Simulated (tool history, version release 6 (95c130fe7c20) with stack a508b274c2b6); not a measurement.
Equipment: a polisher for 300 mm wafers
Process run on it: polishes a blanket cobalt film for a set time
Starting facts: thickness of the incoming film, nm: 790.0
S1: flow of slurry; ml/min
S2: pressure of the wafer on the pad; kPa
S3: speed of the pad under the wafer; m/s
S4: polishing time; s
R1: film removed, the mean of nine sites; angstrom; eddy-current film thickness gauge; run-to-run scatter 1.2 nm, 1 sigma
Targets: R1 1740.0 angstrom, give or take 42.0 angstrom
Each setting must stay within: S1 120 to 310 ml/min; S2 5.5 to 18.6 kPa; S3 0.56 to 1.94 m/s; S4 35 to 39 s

run,day,S1,S2,S3,S4,R1
1,0.000,200,11.7,1.24,39,1908.1
2,0.204,170,11.7,1.24,39,1870.9
3,0.408,170,11.7,1.50,39,2247.3
4,0.750,215,11.7,1.50,39,2308.3
5,1.025,250,11.7,1.50,39,2371.3
6,1.358,250,11.7,1.36,39,2170.9
7,1.529,235,11.0,1.36,39,2051.0
8,1.875,220,10.3,1.36,39,1950.3
9,1.967,210,10.3,1.36,39,1937.0
10,2.104,200,10.3,1.36,39,1909.7
11,2.371,195,10.3,1.36,39,1928.0
12,2.629,190,9.7,1.36,39,1836.1
13,3.000,185,9.7,1.36,39,1809.0
14,3.146,180,9.7,1.36,39,1842.4

Exactly one of the 5 candidate moves below puts every result within its allowed miss. Which one?
A,3.292,170,10.3,1.36,39,?
B,3.292,195,9.7,1.44,35,?
C,3.292,170,7.6,1.90,36,?
D,3.292,175,10.3,1.32,39,?
E,3.292,220,10.3,1.32,39,?

move,R1
A,1896.5
B,1749.4
C,1991.9
D,1850.9
E,1902.8
A: moves away from the targets compared with the last run
B: hits every target within its allowed miss
C: moves away from the targets compared with the last run
D: moves away from the targets compared with the last run
E: moves away from the targets compared with the last run
The right move is B.

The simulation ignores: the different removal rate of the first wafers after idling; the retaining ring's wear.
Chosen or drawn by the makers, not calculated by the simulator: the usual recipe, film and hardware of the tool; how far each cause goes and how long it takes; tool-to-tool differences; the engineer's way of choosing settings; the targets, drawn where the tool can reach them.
